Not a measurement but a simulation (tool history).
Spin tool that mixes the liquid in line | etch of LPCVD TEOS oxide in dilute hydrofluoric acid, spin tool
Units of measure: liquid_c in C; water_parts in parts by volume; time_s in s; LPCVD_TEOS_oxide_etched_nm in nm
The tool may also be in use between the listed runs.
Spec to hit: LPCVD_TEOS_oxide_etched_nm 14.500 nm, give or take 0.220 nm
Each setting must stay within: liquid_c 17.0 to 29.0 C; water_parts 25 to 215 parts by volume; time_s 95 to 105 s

run 1 hour=0.0 | liquid_c=21.0 water_parts=120 time_s=95 | LPCVD_TEOS_oxide_etched_nm=11.728
run 2 hour=8.8 | liquid_c=21.0 water_parts=120 time_s=95 | LPCVD_TEOS_oxide_etched_nm=11.640
run 3 hour=11.3 | liquid_c=24.0 water_parts=120 time_s=95 | LPCVD_TEOS_oxide_etched_nm=13.216
run 4 hour=18.4 | liquid_c=24.0 water_parts=120 time_s=95 | LPCVD_TEOS_oxide_etched_nm=13.156
run 5 hour=22.0 | liquid_c=24.0 water_parts=90 time_s=95 | LPCVD_TEOS_oxide_etched_nm=18.268
run 6 hour=24.5 | liquid_c=23.5 water_parts=90 time_s=95 | LPCVD_TEOS_oxide_etched_nm=17.754
run 7 hour=28.7 | liquid_c=23.0 water_parts=90 time_s=95 | LPCVD_TEOS_oxide_etched_nm=17.514
run 8 hour=35.0 | liquid_c=22.5 water_parts=90 time_s=95 | LPCVD_TEOS_oxide_etched_nm=17.144
run 9 hour=38.7 | liquid_c=22.0 water_parts=90 time_s=95 | LPCVD_TEOS_oxide_etched_nm=16.720
run 10 hour=44.4 | liquid_c=18.0 water_parts=90 time_s=95 | LPCVD_TEOS_oxide_etched_nm=14.194

Exercise: of the 4 proposed moves below, exactly one satisfies all targets within the stated allowed misses. Which move is it?
run A hour=50.1 | liquid_c=18.5 water_parts=90 time_s=95 | LPCVD_TEOS_oxide_etched_nm=?
run B hour=50.1 | liquid_c=18.0 water_parts=95 time_s=100 | LPCVD_TEOS_oxide_etched_nm=?
run C hour=50.1 | liquid_c=19.0 water_parts=95 time_s=95 | LPCVD_TEOS_oxide_etched_nm=?
run D hour=50.1 | liquid_c=17.0 water_parts=95 time_s=100 | LPCVD_TEOS_oxide_etched_nm=?

move=A LPCVD_TEOS_oxide_etched_nm=14.594
move=B LPCVD_TEOS_oxide_etched_nm=14.174
move=C LPCVD_TEOS_oxide_etched_nm=14.040
move=D LPCVD_TEOS_oxide_etched_nm=13.590
A: all results land within tolerance of their targets
B: misses by more than the last run did
C: misses by more than the last run did
D: misses by more than the last run did
So the answer is move A, the one that meets all the targets.
